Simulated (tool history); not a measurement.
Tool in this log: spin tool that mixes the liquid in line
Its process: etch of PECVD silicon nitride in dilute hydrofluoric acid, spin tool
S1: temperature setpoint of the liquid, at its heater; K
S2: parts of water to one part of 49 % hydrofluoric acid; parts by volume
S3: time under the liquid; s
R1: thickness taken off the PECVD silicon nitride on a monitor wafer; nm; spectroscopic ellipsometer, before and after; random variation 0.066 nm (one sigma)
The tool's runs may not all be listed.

Run 1, hour 0: S1 297.15 K, S2 110 parts by volume, S3 70 s. Result: R1 2.0833 nm.
Run 2, hour 8.2: S1 297.15 K, S2 145 parts by volume, S3 70 s. Result: R1 1.6001 nm.
Run 3, hour 10.9: S1 300.15 K, S2 145 parts by volume, S3 70 s. Result: R1 1.9358 nm.
Run 4, hour 11.9: S1 300.65 K, S2 130 parts by volume, S3 70 s. Result: R1 2.2249 nm.
Run 5, hour 20.1: S1 301.15 K, S2 120 parts by volume, S3 70 s. Result: R1 2.4805 nm.
Run 6, hour 21.7: S1 301.65 K, S2 110 parts by volume, S3 70 s. Result: R1 2.7345 nm.
Run 7, hour 26.1: S1 302.15 K, S2 100 parts by volume, S3 70 s. Result: R1 3.1859 nm.
Run 8, hour 33.9: S1 302.65 K, S2 95 parts by volume, S3 70 s. Result: R1 3.4561 nm.

The next listed run, before its measurement:
Run 9, hour 40.7: S1 303.15 K, S2 90 parts by volume, S3 70 s. Result: R1 ?.

{"run 9": {"R1": 3.7742}}
